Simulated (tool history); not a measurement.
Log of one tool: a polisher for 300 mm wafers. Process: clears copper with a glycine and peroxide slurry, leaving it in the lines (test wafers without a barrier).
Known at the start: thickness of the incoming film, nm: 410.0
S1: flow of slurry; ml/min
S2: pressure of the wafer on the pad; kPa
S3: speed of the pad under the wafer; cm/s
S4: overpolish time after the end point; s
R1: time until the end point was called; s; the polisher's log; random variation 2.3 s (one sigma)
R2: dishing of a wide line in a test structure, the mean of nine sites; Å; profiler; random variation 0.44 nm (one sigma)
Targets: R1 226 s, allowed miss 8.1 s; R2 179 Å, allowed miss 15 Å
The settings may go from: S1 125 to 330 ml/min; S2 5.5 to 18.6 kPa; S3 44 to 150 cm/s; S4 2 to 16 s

run,hour,S1,S2,S3,S4,R1,R2
1,0,210,11.7,96,8,162.46,170.73
2,5.8,210,11.7,112,8,140.9,188.6
3,14.1,210,11.7,112,11,143.7,251.25
4,20.5,210,9.7,112,11,160.96,225.64
5,26.4,210,9.7,112,8,160.6,169.66
6,31.5,210,9.7,112,7,161.34,142.71
7,37.1,205,8.3,108,9,180.57,164.5
8,41.8,205,7.6,106,10,194.4,164.72
9,50.3,200,6.9,106,11,205.6,171.81
10,52.3,195,6.9,106,11,209.62,170.58
11,58.7,185,6.9,106,11,209.93,183.04
12,66.5,180,6.9,106,11,208.1,172.25

5 next moves are on the table. One of them brings every result within its allowed miss. Which?
A,74.3,165,6.9,118,10,?,?
B,74.3,200,5.5,126,10,?,?
C,74.3,175,6.9,108,11,?,?
D,74.3,205,6.9,102,10,?,?
E,74.3,180,6.2,104,12,?,?

move,R1,R2
A,201.2,167.28
B,210.85,159.41
C,211.31,174.69
D,214,158.8
E,228.05,176.14
A: further off than the last run
B: nearer than the last run, and not there yet
C: nearer than the last run, and not there yet
D: nearer than the last run, and not there yet
E: meets every target
Answer: E

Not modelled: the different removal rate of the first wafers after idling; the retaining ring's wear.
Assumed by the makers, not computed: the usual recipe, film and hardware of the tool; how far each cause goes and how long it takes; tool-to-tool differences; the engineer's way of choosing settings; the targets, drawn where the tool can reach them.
